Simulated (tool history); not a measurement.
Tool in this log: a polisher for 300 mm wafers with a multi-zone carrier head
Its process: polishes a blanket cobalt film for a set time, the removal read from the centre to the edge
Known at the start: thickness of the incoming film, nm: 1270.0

| run | hour | flow of slurry (ml/min) | pressure of the head's centre zone | pressure of the head's middle zone | pressure of the head's edge zone | polishing time (s) | film removed at the wafer's centre (angstrom) | film removed at mid-radius (angstrom) | film removed at the wafer's edge (angstrom) |
|---|---|---|---|---|---|---|---|---|---|
| 1 | 0.0 | 215 | 1.00 | 1.00 | 1.00 | 63 | 3460.9 | 3661.7 | 3648.6 |
| 2 | 1.8 | 220 | 1.02 | 1.02 | 1.01 | 64 | 3502.8 | 3749.9 | 3664.9 |
| 3 | 2.4 | 225 | 1.03 | 1.03 | 1.01 | 66 | 3668.3 | 3960.9 | 3849.3 |
| 4 | 9.9 | 230 | 1.05 | 1.04 | 1.01 | 67 | 3865.4 | 4011.7 | 3866.9 |
| 5 | 15.2 | 235 | 1.06 | 1.05 | 1.02 | 68 | 3953.2 | 4138.8 | 4014.6 |
| 6 | 19.2 | 235 | 1.06 | 1.11 | 1.02 | 68 | 3931.2 | 4262.0 | 3974.8 |
| 7 | 19.9 | 240 | 1.07 | 1.12 | 1.02 | 69 | 4095.4 | 4449.8 | 4005.6 |

The next listed run, before its measurement:
| 8 | 27.1 | 245 | 1.08 | 1.12 | 1.03 | 69 | ? | ? | ? |

{"run 8": {"film removed at the wafer's centre (angstrom)": 4033.0, "film removed at mid-radius (angstrom)": 4486.1, "film removed at the wafer's edge (angstrom)": 4016.8}}
